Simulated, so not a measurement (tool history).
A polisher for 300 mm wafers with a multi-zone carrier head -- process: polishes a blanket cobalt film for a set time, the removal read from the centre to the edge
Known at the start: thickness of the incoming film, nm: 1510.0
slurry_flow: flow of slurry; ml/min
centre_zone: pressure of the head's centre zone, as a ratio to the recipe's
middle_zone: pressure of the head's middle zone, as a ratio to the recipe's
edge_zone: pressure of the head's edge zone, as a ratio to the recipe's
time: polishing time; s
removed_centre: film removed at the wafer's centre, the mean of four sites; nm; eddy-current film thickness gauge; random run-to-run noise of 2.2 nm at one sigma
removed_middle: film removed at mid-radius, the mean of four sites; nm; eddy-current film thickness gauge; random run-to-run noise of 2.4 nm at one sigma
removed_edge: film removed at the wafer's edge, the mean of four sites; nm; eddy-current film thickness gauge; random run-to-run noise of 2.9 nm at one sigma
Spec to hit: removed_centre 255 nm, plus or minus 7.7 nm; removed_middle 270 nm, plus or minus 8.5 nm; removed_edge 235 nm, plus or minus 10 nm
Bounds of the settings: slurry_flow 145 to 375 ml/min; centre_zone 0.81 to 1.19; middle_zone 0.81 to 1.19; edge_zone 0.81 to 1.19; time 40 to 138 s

Run 1, hour 0: slurry_flow 240 ml/min, centre_zone 1, middle_zone 1, edge_zone 1, time 88 s. Result: removed_centre 371.44 nm, removed_middle 376.06 nm, removed_edge 380.4 nm.
Run 2, hour 3.8: slurry_flow 240 ml/min, centre_zone 1, middle_zone 1, edge_zone 0.93, time 88 s. Result: removed_centre 379.31 nm, removed_middle 370.93 nm, removed_edge 357.51 nm.
Run 3, hour 7.9: slurry_flow 240 ml/min, centre_zone 0.98, middle_zone 1.01, edge_zone 0.9, time 81 s. Result: removed_centre 335.59 nm, removed_middle 350.73 nm, removed_edge 335.34 nm.
Run 4, hour 10.7: slurry_flow 240 ml/min, centre_zone 0.98, middle_zone 0.93, edge_zone 0.9, time 81 s. Result: removed_centre 337.19 nm, removed_middle 326.45 nm, removed_edge 333.06 nm.
Run 5, hour 19.5: slurry_flow 240 ml/min, centre_zone 0.99, middle_zone 0.96, edge_zone 0.88, time 75 s. Result: removed_centre 317.25 nm, removed_middle 310.04 nm, removed_edge 301 nm.
Run 6, hour 24.7: slurry_flow 240 ml/min, centre_zone 1.02, middle_zone 0.96, edge_zone 0.88, time 75 s. Result: removed_centre 325.55 nm, removed_middle 314.59 nm, removed_edge 304.87 nm.
Run 7, hour 32.2: slurry_flow 240 ml/min, centre_zone 1.02, middle_zone 0.98, edge_zone 0.86, time 70 s. Result: removed_centre 306.29 nm, removed_middle 295.97 nm, removed_edge 280.83 nm.
Run 8, hour 32.9: slurry_flow 235 ml/min, centre_zone 1.01, middle_zone 1, edge_zone 0.85, time 67 s. Result: removed_centre 287.18 nm, removed_middle 290.35 nm, removed_edge 268.05 nm.
Run 9, hour 38.5: slurry_flow 225 ml/min, centre_zone 1.01, middle_zone 1.01, edge_zone 0.84, time 65 s. Result: removed_centre 280.84 nm, removed_middle 278.76 nm, removed_edge 257.09 nm.
Run 10, hour 42.6: slurry_flow 215 ml/min, centre_zone 1, middle_zone 1.03, edge_zone 0.83, time 64 s. Result: removed_centre 273.04 nm, removed_middle 277.58 nm, removed_edge 247.8 nm.
Run 11, hour 51.4: slurry_flow 205 ml/min, centre_zone 0.99, middle_zone 1.03, edge_zone 0.83, time 64 s. Result: removed_centre 267.23 nm, removed_middle 274.84 nm, removed_edge 256.8 nm.
Run 12, hour 59.9: slurry_flow 250 ml/min, centre_zone 0.98, middle_zone 1.06, edge_zone 0.81, time 57 s. Result: removed_centre 240.91 nm, removed_middle 262.57 nm, removed_edge 226.3 nm.
Run 13, hour 60.8: slurry_flow 250 ml/min, centre_zone 0.99, middle_zone 1.06, edge_zone 0.82, time 57 s. Result: removed_centre 243.29 nm, removed_middle 260.68 nm, removed_edge 221.69 nm.

Consider the 5 candidate settings below. Which is the only one whose results all fall within their allowed miss of target?
Run A, hour 61.7: slurry_flow 230 ml/min, centre_zone 0.94, middle_zone 1.1, edge_zone 0.85, time 57 s. Result: removed_centre ?, removed_middle ?, removed_edge ?.
Run B, hour 61.7: slurry_flow 280 ml/min, centre_zone 1.06, middle_zone 1.09, edge_zone 0.81, time 55 s. Result: removed_centre ?, removed_middle ?, removed_edge ?.
Run C, hour 61.7: slurry_flow 345 ml/min, centre_zone 1.11, middle_zone 1.18, edge_zone 0.81, time 52 s. Result: removed_centre ?, removed_middle ?, removed_edge ?.
Run D, hour 61.7: slurry_flow 305 ml/min, centre_zone 0.96, middle_zone 1.19, edge_zone 0.81, time 54 s. Result: removed_centre ?, removed_middle ?, removed_edge ?.
Run E, hour 61.7: slurry_flow 270 ml/min, centre_zone 0.99, middle_zone 1.05, edge_zone 0.82, time 59 s. Result: removed_centre ?, removed_middle ?, removed_edge ?.

move  removed_centre  removed_middle  removed_edge
   A          228.23          262.31        226.95
   B          254.28          256.19         218.3
   C          257.21          264.09        209.09
   D           228.1          273.58        215.35
   E          253.56          265.34        234.78
A: lands further from the targets than the last run did
B: corrects the largest miss of the last run, while another result sits out of spec
C: corrects the largest miss of the last run, while another result sits out of spec
D: lands further from the targets than the last run did
E: every result within its allowed miss
The move that meets every target is E.

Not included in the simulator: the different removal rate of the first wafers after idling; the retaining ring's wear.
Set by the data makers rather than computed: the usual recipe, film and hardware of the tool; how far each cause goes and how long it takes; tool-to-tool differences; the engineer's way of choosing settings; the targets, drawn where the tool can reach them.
